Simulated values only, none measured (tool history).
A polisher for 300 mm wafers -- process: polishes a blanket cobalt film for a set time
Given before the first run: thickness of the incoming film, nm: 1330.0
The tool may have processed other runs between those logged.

run  hour  flow of slurry (ml/min)  pressure of the wafer on the pad (kPa)  speed of the pad under the wafer (m/s)  polishing time (s)  film removed (nm)
  1   0.0                      150                                    10.3                                    0.86                  50             189.71
  2   1.6                      150                                     9.0                                    0.86                  50             167.91
  3   5.7                      150                                    10.3                                    0.86                  50             187.09
  4   7.1                      150                                    10.3                                    0.96                  50             207.61
  5  15.4                      120                                    10.3                                    0.96                  50             194.16
  6  19.6                      120                                    10.3                                    0.88                  50             182.77
  7  21.3                      115                                     9.7                                    0.88                  50             171.61
  8  25.3                      110                                     9.0                                    0.88                  50             159.26
  9  30.7                      105                                     9.0                                    0.88                  50             156.82

Predict the results of run 10:
 10  34.2                      100                                     9.0                                    0.88                  50                  ?

Logged for run 10: film removed (nm) 154.99.
